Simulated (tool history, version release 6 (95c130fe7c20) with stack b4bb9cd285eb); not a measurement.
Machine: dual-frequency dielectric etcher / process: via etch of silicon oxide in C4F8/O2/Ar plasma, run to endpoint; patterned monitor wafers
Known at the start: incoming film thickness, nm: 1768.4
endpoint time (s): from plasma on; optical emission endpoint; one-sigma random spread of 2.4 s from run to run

run,hour,source power (W),bias power (W),endpoint time (s)
1,0.0,1910,2572,350.04
2,3.8,1910,2361,361.33
3,6.8,1910,1922,388.48
4,8.4,2060,2043,368.94
5,13.0,2060,1671,391.05
6,19.0,2200,1827,373.08
7,22.9,2310,1971,364.83
8,28.3,2400,2158,344.39

Estimate the outcome of run 9 from the log above:
9,31.9,2460,2239,?

Run 9 gave endpoint time (s) 346.48.
